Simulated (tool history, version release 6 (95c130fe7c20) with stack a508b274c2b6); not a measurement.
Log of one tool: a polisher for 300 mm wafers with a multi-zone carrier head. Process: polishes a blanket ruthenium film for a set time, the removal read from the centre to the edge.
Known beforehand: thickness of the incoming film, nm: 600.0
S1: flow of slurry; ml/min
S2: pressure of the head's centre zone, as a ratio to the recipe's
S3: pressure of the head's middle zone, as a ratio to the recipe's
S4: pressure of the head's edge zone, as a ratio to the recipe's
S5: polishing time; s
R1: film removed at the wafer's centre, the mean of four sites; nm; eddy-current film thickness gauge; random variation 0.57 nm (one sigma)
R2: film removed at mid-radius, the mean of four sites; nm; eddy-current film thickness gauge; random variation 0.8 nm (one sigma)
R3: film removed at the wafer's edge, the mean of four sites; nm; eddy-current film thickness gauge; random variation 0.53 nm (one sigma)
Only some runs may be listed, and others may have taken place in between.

run  hour   S1    S2    S3    S4  S5      R1      R2      R3
  1     0  155     1     1     1  85  84.229  85.305  84.145
  2   4.7  150  1.01  0.96  0.96  77  78.469  74.522  77.413
  3    10  150  1.01  0.96  0.96  61   61.57  59.665   59.37
  4    12  150  1.01  0.96  0.96  69  70.695  64.628  67.261
  5    17  150  1.01  0.96  0.89  69  68.807  65.333  65.507
  6  19.2  145  1.02  0.95  0.87  67  69.536  65.396  61.338
  7  26.7  140  1.01  0.92  0.87  66  67.086  61.386   62.07

Run 8 has not been measured yet. What should we expect?
  8  28.7  135  1.01  0.91  0.86  65   ?   ?   ?

{"run 8": {"R1": 65.359, "R2": 61.518, "R3": 60.72}}
